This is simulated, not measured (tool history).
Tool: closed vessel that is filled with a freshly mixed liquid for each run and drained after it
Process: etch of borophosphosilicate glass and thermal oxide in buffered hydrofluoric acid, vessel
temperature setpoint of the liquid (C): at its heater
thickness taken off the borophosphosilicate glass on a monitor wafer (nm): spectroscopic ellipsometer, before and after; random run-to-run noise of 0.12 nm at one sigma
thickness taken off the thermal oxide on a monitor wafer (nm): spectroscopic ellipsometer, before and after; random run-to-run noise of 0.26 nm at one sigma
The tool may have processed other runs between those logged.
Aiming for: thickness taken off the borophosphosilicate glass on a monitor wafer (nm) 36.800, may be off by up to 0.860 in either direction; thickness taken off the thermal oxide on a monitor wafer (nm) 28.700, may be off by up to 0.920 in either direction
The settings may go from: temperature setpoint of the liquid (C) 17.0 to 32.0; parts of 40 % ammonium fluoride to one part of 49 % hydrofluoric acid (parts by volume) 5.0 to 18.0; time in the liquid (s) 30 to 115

| run | hour | temperature setpoint of the liquid (C) | parts of 40 % ammonium fluoride to one part of 49 % hydrofluoric acid (parts by volume) | time in the liquid (s) | thickness taken off the borophosphosilicate glass on a monitor wafer (nm) | thickness taken off the thermal oxide on a monitor wafer (nm) |
|---|---|---|---|---|---|---|
| 1 | 0.0 | 24.0 | 11.0 | 60 | 76.707 | 60.921 |
| 2 | 1.9 | 24.0 | 13.0 | 60 | 65.848 | 51.404 |
| 3 | 3.2 | 24.0 | 10.0 | 60 | 85.034 | 65.421 |
| 4 | 9.5 | 22.5 | 10.0 | 60 | 78.347 | 60.463 |
| 5 | 11.6 | 24.0 | 10.0 | 60 | 84.707 | 66.445 |
| 6 | 18.6 | 23.0 | 11.0 | 60 | 73.265 | 57.652 |
| 7 | 22.4 | 22.0 | 11.5 | 60 | 66.126 | 51.305 |
| 8 | 25.0 | 21.5 | 12.0 | 60 | 62.020 | 47.353 |
| 9 | 26.8 | 21.0 | 12.5 | 60 | 57.693 | 44.520 |
| 10 | 32.1 | 20.5 | 13.0 | 60 | 54.130 | 42.134 |

Exactly one of the 4 candidate moves below puts every result within its allowed miss. Which one?
| A | 37.4 | 20.0 | 9.5 | 30 | ? | ? |
| B | 37.4 | 22.0 | 15.5 | 45 | ? | ? |
| C | 37.4 | 20.0 | 13.0 | 45 | ? | ? |
| D | 37.4 | 17.0 | 14.0 | 50 | ? | ? |

| move | thickness taken off the borophosphosilicate glass on a monitor wafer (nm) | thickness taken off the thermal oxide on a monitor wafer (nm) |
|---|---|---|
| A | 35.129 | 27.172 |
| B | 36.964 | 28.722 |
| C | 39.390 | 30.540 |
| D | 34.398 | 26.625 |
A: takes the result that was furthest off past its target
B: all results in spec
C: closes in on the targets versus the last run, not all within tolerance yet
D: takes the result that was furthest off past its target
The move that meets every target is B.
